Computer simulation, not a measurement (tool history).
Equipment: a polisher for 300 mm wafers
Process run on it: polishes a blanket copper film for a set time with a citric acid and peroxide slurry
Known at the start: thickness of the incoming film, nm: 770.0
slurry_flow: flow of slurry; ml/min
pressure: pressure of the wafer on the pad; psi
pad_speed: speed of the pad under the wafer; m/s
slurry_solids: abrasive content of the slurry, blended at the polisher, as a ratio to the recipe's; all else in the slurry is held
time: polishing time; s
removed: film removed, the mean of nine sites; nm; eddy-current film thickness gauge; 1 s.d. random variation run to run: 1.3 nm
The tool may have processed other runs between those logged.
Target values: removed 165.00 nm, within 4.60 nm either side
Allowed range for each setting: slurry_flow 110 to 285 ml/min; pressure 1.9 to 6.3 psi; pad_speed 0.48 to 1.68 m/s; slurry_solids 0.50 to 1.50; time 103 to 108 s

Run 1, day 0.000: slurry_flow 180 ml/min, pressure 4.1 psi, pad_speed 1.08 m/s, slurry_solids 1.00, time 103 s. Result: removed 347.54 nm.
Run 2, day 0.133: slurry_flow 175 ml/min, pressure 3.6 psi, pad_speed 1.04 m/s, slurry_solids 1.00, time 103 s. Result: removed 296.99 nm.
Run 3, day 0.333: slurry_flow 175 ml/min, pressure 4.1 psi, pad_speed 1.04 m/s, slurry_solids 1.00, time 103 s. Result: removed 337.51 nm.
Run 4, day 0.412: slurry_flow 175 ml/min, pressure 3.6 psi, pad_speed 1.00 m/s, slurry_solids 1.00, time 103 s. Result: removed 286.38 nm.
Run 5, day 0.696: slurry_flow 170 ml/min, pressure 3.2 psi, pad_speed 0.98 m/s, slurry_solids 1.00, time 103 s. Result: removed 256.61 nm.
Run 6, day 1.038: slurry_flow 170 ml/min, pressure 3.2 psi, pad_speed 0.98 m/s, slurry_solids 0.85, time 103 s. Result: removed 237.18 nm.
Run 7, day 1.208: slurry_flow 165 ml/min, pressure 2.9 psi, pad_speed 0.98 m/s, slurry_solids 0.85, time 103 s. Result: removed 216.96 nm.
Run 8, day 1.554: slurry_flow 160 ml/min, pressure 2.7 psi, pad_speed 0.98 m/s, slurry_solids 0.85, time 103 s. Result: removed 205.78 nm.
Run 9, day 1.883: slurry_flow 155 ml/min, pressure 2.5 psi, pad_speed 0.98 m/s, slurry_solids 0.85, time 103 s. Result: removed 189.05 nm.
Run 10, day 2.025: slurry_flow 145 ml/min, pressure 2.4 psi, pad_speed 0.98 m/s, slurry_solids 0.85, time 103 s. Result: removed 183.35 nm.
Run 11, day 2.088: slurry_flow 140 ml/min, pressure 2.3 psi, pad_speed 0.98 m/s, slurry_solids 0.85, time 103 s. Result: removed 175.83 nm.
Run 12, day 2.129: slurry_flow 135 ml/min, pressure 2.3 psi, pad_speed 0.98 m/s, slurry_solids 0.85, time 103 s. Result: removed 171.77 nm.
Run 13, day 2.308: slurry_flow 130 ml/min, pressure 2.3 psi, pad_speed 0.98 m/s, slurry_solids 0.85, time 103 s. Result: removed 175.97 nm.
Run 14, day 2.608: slurry_flow 130 ml/min, pressure 2.3 psi, pad_speed 0.98 m/s, slurry_solids 0.85, time 103 s. Result: removed 172.45 nm.
Run 15, day 2.946: slurry_flow 125 ml/min, pressure 2.3 psi, pad_speed 0.98 m/s, slurry_solids 0.85, time 103 s. Result: removed 173.23 nm.

Exactly one of the 5 candidate moves below puts every result within its allowed miss. Which one?
Run A, day 3.283: slurry_flow 135 ml/min, pressure 1.9 psi, pad_speed 1.02 m/s, slurry_solids 0.85, time 103 s. Result: removed ?.
Run B, day 3.283: slurry_flow 140 ml/min, pressure 2.5 psi, pad_speed 0.92 m/s, slurry_solids 0.85, time 107 s. Result: removed ?.
Run C, day 3.283: slurry_flow 110 ml/min, pressure 2.5 psi, pad_speed 0.82 m/s, slurry_solids 0.90, time 108 s. Result: removed ?.
Run D, day 3.283: slurry_flow 110 ml/min, pressure 2.2 psi, pad_speed 1.08 m/s, slurry_solids 0.80, time 103 s. Result: removed ?.
Run E, day 3.283: slurry_flow 125 ml/min, pressure 2.4 psi, pad_speed 0.98 m/s, slurry_solids 0.80, time 103 s. Result: removed ?.

move  removed
   A   152.02
   B   183.49
   C   165.05
   D   176.16
   E   175.69
A: takes the result that was furthest off past its target
B: the biggest miss grows against the last run
C: hits every target within its allowed miss
D: the biggest miss grows against the last run
E: the biggest miss grows against the last run
Move C is the one to make.

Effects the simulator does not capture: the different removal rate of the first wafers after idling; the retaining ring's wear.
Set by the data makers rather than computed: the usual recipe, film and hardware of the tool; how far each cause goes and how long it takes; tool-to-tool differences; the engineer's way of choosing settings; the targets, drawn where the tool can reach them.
